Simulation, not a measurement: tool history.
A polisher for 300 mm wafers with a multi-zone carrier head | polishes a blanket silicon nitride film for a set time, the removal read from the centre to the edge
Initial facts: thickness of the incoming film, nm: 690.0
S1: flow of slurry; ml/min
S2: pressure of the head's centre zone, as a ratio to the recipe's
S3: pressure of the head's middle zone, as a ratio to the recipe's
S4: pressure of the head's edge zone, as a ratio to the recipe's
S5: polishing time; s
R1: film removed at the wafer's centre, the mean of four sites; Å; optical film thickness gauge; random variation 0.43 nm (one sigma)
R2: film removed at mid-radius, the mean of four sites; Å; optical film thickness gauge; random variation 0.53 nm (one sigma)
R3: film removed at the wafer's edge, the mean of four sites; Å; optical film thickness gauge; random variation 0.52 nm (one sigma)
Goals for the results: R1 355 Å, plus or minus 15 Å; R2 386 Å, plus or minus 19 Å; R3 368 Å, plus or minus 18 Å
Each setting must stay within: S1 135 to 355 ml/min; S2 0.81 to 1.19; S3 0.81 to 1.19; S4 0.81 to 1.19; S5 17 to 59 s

| run | hour | S1 | S2 | S3 | S4 | S5 | R1 | R2 | R3 |
|---|---|---|---|---|---|---|---|---|---|
| 1 | 0 | 225 | 1 | 1 | 1 | 38 | 681.19 | 666.7 | 691.39 |
| 2 | 1.4 | 220 | 0.98 | 1.01 | 0.97 | 32 | 565.5 | 584.89 | 578.51 |
| 3 | 2.1 | 195 | 0.98 | 1.01 | 0.97 | 32 | 551.84 | 570.31 | 563.79 |
| 4 | 10.2 | 195 | 0.98 | 1.01 | 1.02 | 32 | 556.66 | 578.13 | 566.92 |
| 5 | 13.2 | 195 | 0.98 | 0.94 | 1.02 | 32 | 548.41 | 539.48 | 564.48 |
| 6 | 17.3 | 185 | 0.97 | 0.95 | 1.01 | 28 | 465.58 | 458.69 | 508.01 |
| 7 | 19.2 | 170 | 0.98 | 0.99 | 0.99 | 25 | 413.66 | 422.27 | 428.6 |
| 8 | 22.8 | 160 | 0.98 | 1 | 0.98 | 24 | 389.87 | 414.18 | 398.74 |
| 9 | 23.7 | 155 | 0.98 | 1 | 0.97 | 24 | 386.99 | 403.82 | 418.21 |
| 10 | 29.5 | 155 | 0.98 | 1.02 | 0.97 | 23 | 376.22 | 396.7 | 384.91 |
| 11 | 33.3 | 150 | 0.98 | 1.02 | 0.97 | 23 | 370.03 | 398.76 | 391.27 |
| 12 | 38.1 | 150 | 0.98 | 1.03 | 0.97 | 23 | 376.25 | 397.58 | 377.99 |

Exercise: of the 5 proposed moves below, exactly one satisfies all targets within the stated allowed misses. Which move is it?
| A | 42.9 | 155 | 0.88 | 0.95 | 1.05 | 24 | ? | ? | ? |
| B | 42.9 | 185 | 1.08 | 1.02 | 0.96 | 21 | ? | ? | ? |
| C | 42.9 | 150 | 1.18 | 0.96 | 0.86 | 21 | ? | ? | ? |
| D | 42.9 | 140 | 1.04 | 1.14 | 1.1 | 21 | ? | ? | ? |
| E | 42.9 | 150 | 0.99 | 1.1 | 0.99 | 24 | ? | ? | ? |

| move | R1 | R2 | R3 |
|---|---|---|---|
| A | 351.97 | 381.39 | 425.73 |
| B | 384.61 | 368.22 | 366.45 |
| C | 393.75 | 333.57 | 337.1 |
| D | 345.62 | 379.26 | 373.48 |
| E | 386.25 | 428.15 | 410.53 |
A: brings the last run's worst result on target, with another outside its allowed miss
B: misses by more than the last run did
C: misses by more than the last run did
D: hits every target within its allowed miss
E: misses by more than the last run did
D meets every target.
